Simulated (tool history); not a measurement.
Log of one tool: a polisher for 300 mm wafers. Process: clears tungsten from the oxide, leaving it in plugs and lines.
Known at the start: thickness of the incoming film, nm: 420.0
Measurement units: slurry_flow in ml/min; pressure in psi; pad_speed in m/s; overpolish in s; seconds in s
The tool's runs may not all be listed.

run	hour	slurry_flow	pressure	pad_speed	slurry_solids	overpolish	seconds
1	0	295	2.9	0.94	1	23	109.48
2	2.5	295	2.9	0.82	1	23	124.58
3	8.1	295	2.9	0.82	1.15	23	119.47
4	17.1	295	2.9	0.98	1.15	23	103.59
5	24.3	250	2.9	0.98	1.15	23	103.52
6	25.9	250	2.4	0.94	1.15	23	130.24
7	28.2	250	2.1	0.92	1.15	23	151.67
8	28.7	250	1.9	0.92	1.15	23	166.61
9	35.5	250	1.8	0.92	1.15	23	174.83
10	41.2	250	1.7	0.92	1.15	23	183.67
11	46.6	245	1.3	0.92	1.15	23	237.71
# hour 51.1: slurry nozzle cleaned
12	51.1	330	1.5	0.92	1.15	23	196.76
13	54.7	325	1.5	0.92	1.15	23	193.34

Predict the results of run 14:
14	57.2	325	1.5	0.92	1.15	23	?

seconds: 193.93 s
